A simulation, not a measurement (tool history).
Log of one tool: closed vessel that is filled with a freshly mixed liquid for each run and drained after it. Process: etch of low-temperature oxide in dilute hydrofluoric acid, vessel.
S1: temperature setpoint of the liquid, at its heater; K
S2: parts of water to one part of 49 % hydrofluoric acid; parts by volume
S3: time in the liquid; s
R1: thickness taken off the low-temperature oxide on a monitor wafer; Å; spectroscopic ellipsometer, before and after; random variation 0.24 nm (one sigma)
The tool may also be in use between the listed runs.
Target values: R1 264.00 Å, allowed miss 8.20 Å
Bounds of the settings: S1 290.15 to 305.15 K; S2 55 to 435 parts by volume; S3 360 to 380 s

run  hour      S1   S2   S3      R1
  1   0.0  297.15  245  360  179.38
  2   8.6  298.65  240  360  196.83
  3  11.3  301.15  240  360  214.83
  4  18.9  301.15  290  360  165.01
  5  25.9  301.15  235  360  218.45
  6  31.5  302.15  230  360  234.02
  7  33.2  302.65  230  360  234.53
  8  37.4  303.15  230  360  241.21

Consider the 4 candidate settings below. Which is the only one whose results all fall within their allowed miss of target?
  A  41.6  302.65  250  360   ?
  B  41.6  305.15  250  380   ?
  C  41.6  300.65  215  370   ?
  D  41.6  303.15  225  380   ?

move      R1
   A  210.17
   B  240.93
   C  244.08
   D  258.12
A: its largest miss is bigger than the last run's
B: about as far from the targets as the last run
C: closes in on the targets versus the last run, not all within tolerance yet
D: hits every target within its allowed miss
Correct choice: D, which meets every target

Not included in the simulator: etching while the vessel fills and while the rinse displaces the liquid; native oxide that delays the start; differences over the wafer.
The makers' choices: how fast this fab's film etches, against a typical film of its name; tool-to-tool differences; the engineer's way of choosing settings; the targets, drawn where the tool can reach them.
